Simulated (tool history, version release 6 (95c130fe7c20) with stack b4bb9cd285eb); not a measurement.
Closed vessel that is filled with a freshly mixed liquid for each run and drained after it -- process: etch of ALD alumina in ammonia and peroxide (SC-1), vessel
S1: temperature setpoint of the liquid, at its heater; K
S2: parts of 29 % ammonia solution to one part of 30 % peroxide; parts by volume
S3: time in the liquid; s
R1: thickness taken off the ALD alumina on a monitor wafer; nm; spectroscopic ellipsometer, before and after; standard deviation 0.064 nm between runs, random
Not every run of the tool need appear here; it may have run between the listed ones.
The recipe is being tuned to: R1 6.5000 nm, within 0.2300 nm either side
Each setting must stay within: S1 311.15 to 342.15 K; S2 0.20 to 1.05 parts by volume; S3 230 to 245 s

run  hour      S1    S2   S3      R1
  1   0.0  326.15  0.55  230  8.8173
  2   4.4  326.15  0.75  230  9.0047
  3  13.5  326.15  0.75  245  9.6213
  4  17.6  325.15  0.75  245  9.0187
  5  20.6  324.65  0.75  245  8.8081
  6  29.8  324.65  0.75  245  8.9458
  7  33.0  323.65  0.75  245  8.3051
  8  36.9  323.15  0.75  245  8.2334
  9  40.9  322.65  0.75  245  7.9304
 10  48.2  322.15  0.75  245  7.7394
 11  49.2  321.65  0.75  245  7.4570
 12  57.0  321.15  0.75  245  7.2183
 13  60.5  320.15  0.75  245  6.8673

Below are 5 possible settings for the next run. Only one of them brings all results inside the allowed miss of their targets. Which is it?
  A  64.0  320.15  0.85  245   ?
  B  64.0  321.15  0.80  240   ?
  C  64.0  318.15  0.75  240   ?
  D  64.0  320.15  0.85  230   ?
  E  64.0  321.15  0.50  245   ?

move      R1
   A  6.9374
   B  7.1455
   C  5.9970
   D  6.5127
   E  6.9750
A: lands further from the targets than the last run did
B: lands further from the targets than the last run did
C: takes the biggest miss from the last run beyond its target
D: in spec on every target
E: lands further from the targets than the last run did
D meets every target.
